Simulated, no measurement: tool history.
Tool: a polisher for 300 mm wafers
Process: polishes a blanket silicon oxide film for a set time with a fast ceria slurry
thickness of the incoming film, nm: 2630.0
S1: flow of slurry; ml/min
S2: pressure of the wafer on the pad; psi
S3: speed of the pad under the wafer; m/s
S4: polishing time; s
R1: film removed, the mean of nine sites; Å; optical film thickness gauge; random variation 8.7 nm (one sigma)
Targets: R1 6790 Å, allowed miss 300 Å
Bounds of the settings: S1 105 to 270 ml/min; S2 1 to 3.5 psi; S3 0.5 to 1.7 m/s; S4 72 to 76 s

run,hour,S1,S2,S3,S4,R1
1,0,175,2.2,1.1,72,10615
2,7.7,175,1.9,1.1,72,9137.5
3,15.9,175,1.7,1.1,72,8346.6
4,19.8,175,1.6,1.1,72,7928.6
5,22.8,200,1.6,1.1,72,8092.2
6,27.4,175,1.6,1.1,72,7990.5
7,30.9,175,1.5,1.1,72,7461.6
8,38,170,1.5,1.1,72,7459.4
9,44.2,170,1.3,1.1,72,6444.4

5 next moves are on the table. One of them brings every result within its allowed miss. Which?
A,50.4,155,1.5,1.12,73,?
B,50.4,170,1.6,1.02,74,?
C,50.4,220,1.5,1.04,74,?
D,50.4,110,1.2,1.26,76,?
E,50.4,180,1.1,1.14,76,?

move,R1
A,7571.4
B,7535.6
C,7417.1
D,6855.6
E,6074.5
A: takes the result that was furthest off past its target
B: takes the result that was furthest off past its target
C: takes the result that was furthest off past its target
D: meets every target
E: further off than the last run
Answer: D
